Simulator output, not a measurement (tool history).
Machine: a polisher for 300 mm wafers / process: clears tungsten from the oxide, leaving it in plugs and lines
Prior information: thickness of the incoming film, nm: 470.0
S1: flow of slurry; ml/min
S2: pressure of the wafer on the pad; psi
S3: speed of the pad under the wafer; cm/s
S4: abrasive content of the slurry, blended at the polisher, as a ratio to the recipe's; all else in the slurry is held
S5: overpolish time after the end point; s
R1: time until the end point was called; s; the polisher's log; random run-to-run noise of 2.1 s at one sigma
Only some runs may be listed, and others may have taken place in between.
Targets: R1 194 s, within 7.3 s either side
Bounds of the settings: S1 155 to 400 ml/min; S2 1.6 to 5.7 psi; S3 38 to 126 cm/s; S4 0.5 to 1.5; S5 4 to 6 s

Run 1, day 0: S1 255 ml/min, S2 3.6 psi, S3 82 cm/s, S4 1, S5 6 s. Result: R1 149.16 s.
Run 2, day 0.192: S1 200 ml/min, S2 3.6 psi, S3 82 cm/s, S4 1, S5 6 s. Result: R1 154.39 s.
Run 3, day 0.525: S1 200 ml/min, S2 3.6 psi, S3 70 cm/s, S4 1, S5 6 s. Result: R1 173.9 s.
Run 4, day 0.592: S1 200 ml/min, S2 3.6 psi, S3 70 cm/s, S4 1, S5 4 s. Result: R1 175.93 s.
Run 5, day 0.933: S1 200 ml/min, S2 3.6 psi, S3 70 cm/s, S4 1.2, S5 4 s. Result: R1 172.46 s.
Run 6, day 1.108: S1 200 ml/min, S2 3.5 psi, S3 70 cm/s, S4 1.2, S5 4 s. Result: R1 174.93 s.
Run 7, day 1.233: S1 200 ml/min, S2 3.5 psi, S3 70 cm/s, S4 1.2, S5 4 s. Result: R1 174.23 s.
Run 8, day 1.329: S1 200 ml/min, S2 3.4 psi, S3 70 cm/s, S4 1.2, S5 4 s. Result: R1 177.06 s.

4 candidate next runs follow, results not yet known. Just one meets every target within its allowed miss. Identify it.
Run A, day 1.425: S1 205 ml/min, S2 3.3 psi, S3 72 cm/s, S4 1.2, S5 4 s. Result: R1 ?.
Run B, day 1.425: S1 210 ml/min, S2 3.4 psi, S3 60 cm/s, S4 1.25, S5 5 s. Result: R1 ?.
Run C, day 1.425: S1 220 ml/min, S2 3.9 psi, S3 56 cm/s, S4 1.2, S5 6 s. Result: R1 ?.
Run D, day 1.425: S1 155 ml/min, S2 3.7 psi, S3 54 cm/s, S4 1, S5 6 s. Result: R1 ?.

move      R1
   A  181.27
   B  197.04
   C  180.75
   D  214.49
A: closer than the last run, but not yet in spec
B: meets every target
C: closer than the last run, but not yet in spec
D: pushes the last run's worst result past its target
B is the move that brings every result within its allowed miss.
